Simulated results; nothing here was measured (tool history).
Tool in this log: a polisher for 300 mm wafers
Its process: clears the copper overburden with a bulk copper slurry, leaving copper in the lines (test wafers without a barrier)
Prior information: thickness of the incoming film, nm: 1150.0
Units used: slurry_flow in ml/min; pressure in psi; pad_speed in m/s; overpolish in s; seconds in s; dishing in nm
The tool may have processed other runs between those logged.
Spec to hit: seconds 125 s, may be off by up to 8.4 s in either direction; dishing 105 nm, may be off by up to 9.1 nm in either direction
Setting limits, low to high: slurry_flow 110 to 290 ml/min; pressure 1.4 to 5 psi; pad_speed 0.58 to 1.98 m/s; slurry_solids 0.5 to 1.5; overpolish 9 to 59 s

run,hour,slurry_flow,pressure,pad_speed,slurry_solids,overpolish,seconds,dishing
1,0,185,3.2,1.28,1,30,93.542,116.79
2,0.9,185,3.2,1.28,1,19,93.662,98.777
3,5.8,185,3.2,1.28,1,9,89.406,67.654
4,6.8,185,3.2,1.28,1,16,92.54,95.043
# hour 9.2: head pressure recalibrated
5,9.2,185,3.2,1.28,1,10,84.021,73.151
6,13.5,185,3.1,1.26,1,13,89.86,88.009
7,15.7,180,2.9,1.22,1,12,96.574,80.49
8,20.9,180,2.9,1.22,1,12,100.26,75.918
9,23.7,180,2.9,1.22,1,12,97.778,78.557
10,28.8,180,2.8,1.2,1,14,102.44,85.13
11,36,180,2.7,1.18,1,15,111.2,81.946

4 next moves are on the table. One of them brings every result within its allowed miss. Which?
A,43.2,175,2.8,1.3,1.1,27,?,?
B,43.2,145,2.9,1.32,1.2,17,?,?
C,43.2,180,2.8,0.94,1.2,29,?,?
D,43.2,175,2.8,1.28,1.05,15,?,?

move,seconds,dishing
A,94.487,108.98
B,91.847,94.859
C,126.71,102.16
D,96.67,86.91
A: brings the last run's worst result on target, with another outside its allowed miss
B: misses by more than the last run did
C: all results in spec
D: misses by more than the last run did
C meets every target.

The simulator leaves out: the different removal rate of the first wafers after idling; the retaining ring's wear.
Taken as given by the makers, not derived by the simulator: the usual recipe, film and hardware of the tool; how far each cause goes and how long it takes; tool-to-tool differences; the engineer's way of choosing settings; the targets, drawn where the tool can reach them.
